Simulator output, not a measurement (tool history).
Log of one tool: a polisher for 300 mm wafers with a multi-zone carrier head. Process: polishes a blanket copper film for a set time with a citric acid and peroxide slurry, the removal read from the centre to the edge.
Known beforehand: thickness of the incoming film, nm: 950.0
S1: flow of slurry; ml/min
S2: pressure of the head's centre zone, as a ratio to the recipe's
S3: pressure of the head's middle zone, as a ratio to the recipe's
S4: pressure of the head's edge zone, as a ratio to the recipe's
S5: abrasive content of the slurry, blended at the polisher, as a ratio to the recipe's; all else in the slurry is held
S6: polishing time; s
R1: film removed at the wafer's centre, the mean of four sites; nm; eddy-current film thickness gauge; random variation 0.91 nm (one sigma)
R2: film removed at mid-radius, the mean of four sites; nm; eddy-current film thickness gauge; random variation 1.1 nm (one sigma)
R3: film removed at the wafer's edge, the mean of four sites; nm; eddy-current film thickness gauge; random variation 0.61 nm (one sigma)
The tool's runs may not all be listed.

run 1 hour=0.0 | S1=150 S2=1.00 S3=1.00 S4=1.00 S5=1.00 S6=77 | R1=94.825 R2=92.699 R3=93.880
run 2 hour=1.4 | S1=165 S2=1.00 S3=1.00 S4=1.00 S5=1.00 S6=77 | R1=94.369 R2=96.076 R3=95.376
run 3 hour=8.0 | S1=155 S2=1.00 S3=1.00 S4=0.96 S5=0.95 S6=77 | R1=94.770 R2=93.462 R3=89.818
run 4 hour=14.6 | S1=180 S2=1.00 S3=1.00 S4=0.96 S5=0.95 S6=77 | R1=95.992 R2=95.823 R3=93.334
run 5 hour=20.7 | S1=180 S2=1.00 S3=1.00 S4=0.96 S5=1.15 S6=77 | R1=98.194 R2=99.639 R3=96.347
run 6 hour=24.8 | S1=170 S2=0.99 S3=0.98 S4=0.93 S5=1.10 S6=77 | R1=96.566 R2=93.708 R3=92.978
run 7 hour=33.3 | S1=130 S2=0.98 S3=1.03 S4=0.83 S5=0.85 S6=75 | R1=85.548 R2=87.079 R3=79.193

For run 8, what comes out?
run 8 hour=36.0 | S1=130 S2=0.99 S3=1.02 S4=0.83 S5=0.85 S6=75 | R1=? R2=? R3=?

Run 8 came out at R1 85.970 nm, R2 88.750 nm, R3 80.369 nm.
